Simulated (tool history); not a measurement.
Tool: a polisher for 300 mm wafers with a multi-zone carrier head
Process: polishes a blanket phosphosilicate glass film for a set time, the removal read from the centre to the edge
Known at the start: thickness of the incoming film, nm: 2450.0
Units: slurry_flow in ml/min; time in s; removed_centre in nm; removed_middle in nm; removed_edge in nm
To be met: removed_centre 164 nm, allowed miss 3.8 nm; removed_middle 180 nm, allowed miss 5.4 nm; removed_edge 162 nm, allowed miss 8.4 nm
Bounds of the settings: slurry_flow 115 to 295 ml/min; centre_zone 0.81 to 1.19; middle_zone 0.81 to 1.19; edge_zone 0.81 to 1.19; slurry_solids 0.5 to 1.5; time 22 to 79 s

{"run": 1, "day": 0.0, "slurry_flow": 190, "centre_zone": 1, "middle_zone": 1, "edge_zone": 1, "slurry_solids": 1, "time": 50, "removed_centre": 330.83, "removed_middle": 344.31, "removed_edge": 337.51}
{"run": 2, "day": 0.246, "slurry_flow": 190, "centre_zone": 1, "middle_zone": 1, "edge_zone": 1, "slurry_solids": 1, "time": 62, "removed_centre": 411.75, "removed_middle": 417.52, "removed_edge": 405.72}
{"run": 3, "day": 0.438, "slurry_flow": 190, "centre_zone": 1, "middle_zone": 1, "edge_zone": 0.96, "slurry_solids": 0.9, "time": 55, "removed_centre": 350.26, "removed_middle": 358.61, "removed_edge": 350.9}
{"run": 4, "day": 0.575, "slurry_flow": 190, "centre_zone": 1, "middle_zone": 1, "edge_zone": 1.03, "slurry_solids": 0.9, "time": 55, "removed_centre": 351.61, "removed_middle": 360.24, "removed_edge": 358.51}
{"run": 5, "day": 0.683, "slurry_flow": 180, "centre_zone": 1.01, "middle_zone": 1.01, "edge_zone": 0.99, "slurry_solids": 0.8, "time": 49, "removed_centre": 299.09, "removed_middle": 306.93, "removed_edge": 302.3}
{"run": 6, "day": 0.888, "slurry_flow": 175, "centre_zone": 1.01, "middle_zone": 1.02, "edge_zone": 0.96, "slurry_solids": 0.75, "time": 44, "removed_centre": 263.66, "removed_middle": 270.9, "removed_edge": 259.15}
{"run": 7, "day": 1.012, "slurry_flow": 170, "centre_zone": 1, "middle_zone": 1.02, "edge_zone": 0.93, "slurry_solids": 0.7, "time": 41, "removed_centre": 235.64, "removed_middle": 242.03, "removed_edge": 229.8}
{"run": 8, "day": 1.1, "slurry_flow": 165, "centre_zone": 0.98, "middle_zone": 1.02, "edge_zone": 0.91, "slurry_solids": 0.65, "time": 40, "removed_centre": 218.41, "removed_middle": 228.97, "removed_edge": 221.38}
{"run": 9, "day": 1.421, "slurry_flow": 165, "centre_zone": 0.98, "middle_zone": 1.02, "edge_zone": 0.91, "slurry_solids": 0.65, "time": 40, "removed_centre": 217.43, "removed_middle": 233.54, "removed_edge": 217.55}
{"run": 10, "day": 1.638, "slurry_flow": 165, "centre_zone": 0.97, "middle_zone": 1.01, "edge_zone": 0.89, "slurry_solids": 0.6, "time": 38, "removed_centre": 201.09, "removed_middle": 210.02, "removed_edge": 198.64}
{"run": 11, "day": 1.688, "slurry_flow": 180, "centre_zone": 0.95, "middle_zone": 1.01, "edge_zone": 0.87, "slurry_solids": 0.6, "time": 37, "removed_centre": 196.02, "removed_middle": 205.66, "removed_edge": 197.08}
{"run": 12, "day": 1.788, "slurry_flow": 170, "centre_zone": 0.95, "middle_zone": 1.02, "edge_zone": 0.86, "slurry_solids": 0.6, "time": 36, "removed_centre": 186.86, "removed_middle": 202.46, "removed_edge": 182.65}
{"run": 13, "day": 1.892, "slurry_flow": 165, "centre_zone": 0.94, "middle_zone": 1.01, "edge_zone": 0.85, "slurry_solids": 0.6, "time": 36, "removed_centre": 183.52, "removed_middle": 198.87, "removed_edge": 188.53}
{"run": 14, "day": 2.233, "slurry_flow": 170, "centre_zone": 0.94, "middle_zone": 1.01, "edge_zone": 0.84, "slurry_solids": 0.6, "time": 35, "removed_centre": 178.55, "removed_middle": 198.92, "removed_edge": 179.16}
{"run": 15, "day": 2.279, "slurry_flow": 170, "centre_zone": 0.94, "middle_zone": 1.01, "edge_zone": 0.83, "slurry_solids": 0.6, "time": 35, "removed_centre": 179.41, "removed_middle": 195.87, "removed_edge": 178.52}
{"run": 16, "day": 2.454, "slurry_flow": 165, "centre_zone": 0.94, "middle_zone": 1.01, "edge_zone": 0.83, "slurry_solids": 0.6, "time": 35, "removed_centre": 178.46, "removed_middle": 192.87, "removed_edge": 172.36}
{"run": 17, "day": 2.567, "slurry_flow": 160, "centre_zone": 0.93, "middle_zone": 1.01, "edge_zone": 0.83, "slurry_solids": 0.6, "time": 35, "removed_centre": 176.45, "removed_middle": 191.12, "removed_edge": 177.52}

Which of these 5 next moves meets every target?
{"run": "A", "day": 2.679, "slurry_flow": 155, "centre_zone": 0.93, "middle_zone": 0.96, "edge_zone": 0.88, "slurry_solids": 0.5, "time": 33, "removed_centre": "?", "removed_middle": "?", "removed_edge": "?"}
{"run": "B", "day": 2.679, "slurry_flow": 115, "centre_zone": 0.84, "middle_zone": 0.95, "edge_zone": 0.87, "slurry_solids": 0.55, "time": 37, "removed_centre": "?", "removed_middle": "?", "removed_edge": "?"}
{"run": "C", "day": 2.679, "slurry_flow": 160, "centre_zone": 0.81, "middle_zone": 1.03, "edge_zone": 0.83, "slurry_solids": 0.55, "time": 36, "removed_centre": "?", "removed_middle": "?", "removed_edge": "?"}
{"run": "D", "day": 2.679, "slurry_flow": 185, "centre_zone": 0.91, "middle_zone": 1.11, "edge_zone": 0.81, "slurry_solids": 0.75, "time": 30, "removed_centre": "?", "removed_middle": "?", "removed_edge": "?"}
{"run": "E", "day": 2.679, "slurry_flow": 165, "centre_zone": 0.93, "middle_zone": 1, "edge_zone": 0.81, "slurry_solids": 0.5, "time": 35, "removed_centre": "?", "removed_middle": "?", "removed_edge": "?"}

move=A removed_centre=153.74 removed_middle=164.76 removed_edge=158.48
move=B removed_centre=153.3 removed_middle=181.87 removed_edge=177.38
move=C removed_centre=151.73 removed_middle=196.42 removed_edge=174.65
move=D removed_centre=162.43 removed_middle=196.72 removed_edge=163.08
move=E removed_centre=164.62 removed_middle=181.35 removed_edge=162.91
A: takes the result that was furthest off past its target
B: takes the result that was furthest off past its target
C: takes the result that was furthest off past its target
D: brings the result that was furthest off to its target, and leaves another outside
E: meets every target
Move E is the one to make.
